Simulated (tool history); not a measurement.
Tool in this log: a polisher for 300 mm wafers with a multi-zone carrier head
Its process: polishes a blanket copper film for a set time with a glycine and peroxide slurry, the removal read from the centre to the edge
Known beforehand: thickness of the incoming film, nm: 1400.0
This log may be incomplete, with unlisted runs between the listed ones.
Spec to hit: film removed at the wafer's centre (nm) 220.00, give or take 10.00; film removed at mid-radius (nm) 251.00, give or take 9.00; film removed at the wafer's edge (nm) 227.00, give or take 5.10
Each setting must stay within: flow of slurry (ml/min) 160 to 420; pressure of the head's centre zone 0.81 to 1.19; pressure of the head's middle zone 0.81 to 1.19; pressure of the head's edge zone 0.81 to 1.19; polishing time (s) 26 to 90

| run | hour | flow of slurry (ml/min) | pressure of the head's centre zone | pressure of the head's middle zone | pressure of the head's edge zone | polishing time (s) | film removed at the wafer's centre (nm) | film removed at mid-radius (nm) | film removed at the wafer's edge (nm) |
|---|---|---|---|---|---|---|---|---|---|
| 1 | 0.0 | 270 | 1.00 | 1.00 | 1.00 | 58 | 279.05 | 279.94 | 274.79 |
| 2 | 5.9 | 265 | 0.98 | 1.00 | 0.98 | 57 | 267.28 | 275.30 | 265.10 |
| 3 | 7.0 | 260 | 0.96 | 0.99 | 0.96 | 57 | 259.81 | 270.20 | 261.59 |
| 4 | 14.4 | 295 | 0.96 | 0.99 | 0.96 | 57 | 265.95 | 271.82 | 265.83 |
| 5 | 16.4 | 295 | 0.96 | 1.03 | 0.96 | 57 | 263.90 | 283.08 | 268.25 |
| 6 | 19.9 | 295 | 0.96 | 1.03 | 0.90 | 57 | 264.11 | 282.84 | 262.97 |
| 7 | 21.6 | 285 | 0.95 | 1.03 | 0.89 | 56 | 265.96 | 275.12 | 257.63 |
| 8 | 23.2 | 280 | 0.93 | 1.04 | 0.88 | 55 | 244.52 | 274.75 | 247.74 |
| 9 | 28.8 | 270 | 0.92 | 1.03 | 0.87 | 55 | 238.50 | 275.71 | 248.27 |
| 10 | 31.5 | 265 | 0.92 | 1.02 | 0.86 | 55 | 243.75 | 262.87 | 244.35 |
| 11 | 38.3 | 255 | 0.91 | 1.02 | 0.85 | 55 | 238.38 | 270.92 | 244.18 |
| 12 | 44.6 | 255 | 0.91 | 1.02 | 0.85 | 55 | 236.34 | 266.32 | 242.12 |
| 13 | 50.5 | 245 | 0.91 | 1.02 | 0.84 | 55 | 234.83 | 263.32 | 240.26 |
|  | 54.2 | worn pad replaced by a new one |
| 14 | 54.2 | 215 | 0.89 | 1.02 | 0.81 | 53 | 236.45 | 276.08 | 242.51 |
| 15 | 55.3 | 225 | 0.89 | 1.02 | 0.81 | 53 | 237.90 | 271.05 | 247.09 |

Which of these 4 next moves meets every target?
| A | 56.4 | 185 | 0.87 | 0.98 | 0.86 | 52 | ? | ? | ? |
| B | 56.4 | 275 | 0.95 | 0.91 | 0.87 | 52 | ? | ? | ? |
| C | 56.4 | 320 | 0.87 | 0.99 | 0.81 | 48 | ? | ? | ? |
| D | 56.4 | 245 | 0.98 | 1.00 | 0.81 | 49 | ? | ? | ? |

| move | film removed at the wafer's centre (nm) | film removed at mid-radius (nm) | film removed at the wafer's edge (nm) |
|---|---|---|---|
| A | 224.25 | 254.81 | 240.77 |
| B | 261.63 | 253.94 | 253.20 |
| C | 225.12 | 255.76 | 229.00 |
| D | 250.51 | 255.24 | 228.36 |
A: an improvement on the last run, though not all results are within tolerance
B: further off than the last run
C: all results land within tolerance of their targets
D: brings the result that was furthest off to its target, and leaves another outside
Correct choice: C, which meets every target
